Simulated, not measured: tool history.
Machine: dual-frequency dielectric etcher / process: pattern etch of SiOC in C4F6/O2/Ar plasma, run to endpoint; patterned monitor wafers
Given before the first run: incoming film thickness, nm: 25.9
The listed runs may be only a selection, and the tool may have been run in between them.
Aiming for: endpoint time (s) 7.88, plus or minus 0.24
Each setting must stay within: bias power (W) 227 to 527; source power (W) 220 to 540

{"run": 1, "hour": 0.0, "bias power (W)": 377, "source power (W)": 380, "endpoint time (s)": 9.3578}
{"run": 2, "hour": 2.4, "bias power (W)": 349, "source power (W)": 380, "endpoint time (s)": 9.7889}
{"run": 3, "hour": 9.7, "bias power (W)": 349, "source power (W)": 350, "endpoint time (s)": 9.9683}
{"run": 4, "hour": 13.4, "bias power (W)": 375, "source power (W)": 360, "endpoint time (s)": 9.4516}
{"run": 5, "hour": 22.3, "bias power (W)": 403, "source power (W)": 360, "endpoint time (s)": 9.144}
{"run": 6, "hour": 30.5, "bias power (W)": 403, "source power (W)": 410, "endpoint time (s)": 8.8364}
{"run": 7, "hour": 39.2, "bias power (W)": 415, "source power (W)": 410, "endpoint time (s)": 8.7143}
{"run": 8, "hour": 43.2, "bias power (W)": 426, "source power (W)": 410, "endpoint time (s)": 8.5189}
{"run": 9, "hour": 45.6, "bias power (W)": 434, "source power (W)": 410, "endpoint time (s)": 8.2861}
{"run": 10, "hour": 48.8, "bias power (W)": 439, "source power (W)": 410, "endpoint time (s)": 8.2773}
{"run": 11, "hour": 57.4, "bias power (W)": 444, "source power (W)": 410, "endpoint time (s)": 8.1891}
{"run": 12, "hour": 62.3, "bias power (W)": 448, "source power (W)": 410, "endpoint time (s)": 8.3537}
{"run": 13, "hour": 64.7, "bias power (W)": 448, "source power (W)": 410, "endpoint time (s)": 8.3007}

Which of these 4 next moves meets every target?
{"run": "A", "hour": 67.1, "bias power (W)": 449, "source power (W)": 390, "endpoint time (s)": "?"}
{"run": "B", "hour": 67.1, "bias power (W)": 476, "source power (W)": 420, "endpoint time (s)": "?"}
{"run": "C", "hour": 67.1, "bias power (W)": 427, "source power (W)": 390, "endpoint time (s)": "?"}
{"run": "D", "hour": 67.1, "bias power (W)": 420, "source power (W)": 380, "endpoint time (s)": "?"}

move=A endpoint_time_(s)=8.266
move=B endpoint_time_(s)=7.8219
move=C endpoint_time_(s)=8.497
move=D endpoint_time_(s)=8.6465
A: nearer than the last run, and not there yet
B: in spec on every target
C: moves away from the targets compared with the last run
D: moves away from the targets compared with the last run
B is the move that brings every result within its allowed miss.
